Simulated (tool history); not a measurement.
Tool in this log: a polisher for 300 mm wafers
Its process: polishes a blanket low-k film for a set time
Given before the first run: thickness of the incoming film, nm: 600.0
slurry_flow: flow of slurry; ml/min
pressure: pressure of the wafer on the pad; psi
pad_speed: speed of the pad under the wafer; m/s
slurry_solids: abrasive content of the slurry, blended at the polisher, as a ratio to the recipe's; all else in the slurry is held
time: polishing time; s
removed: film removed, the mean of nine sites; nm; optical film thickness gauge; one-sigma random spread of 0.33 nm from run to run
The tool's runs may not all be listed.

run  hour  slurry_flow  pressure  pad_speed  slurry_solids  time  removed
  1   0.0          285       2.4       0.80            1.0    60   19.699
  2   2.1          285       2.6       0.80            1.0    60   21.617
  3   8.7          285       2.8       0.80            1.0    60   22.884
  4  17.1          285       2.8       0.80            1.0    60   22.781
  5  19.0          285       3.0       0.82            1.0    60   25.081
  6  27.4          285       3.1       0.82            1.0    60   26.082
  7  36.2          285       3.1       0.82            1.0    60   25.981
     37.5  -- worn pad replaced by a new one
  8  37.5          285       3.2       0.82            1.0    60   28.346

What will run 9 give?
  9  39.9          285       3.3       0.82            1.0    60        ?

{"run 9": {"removed": 28.864}}
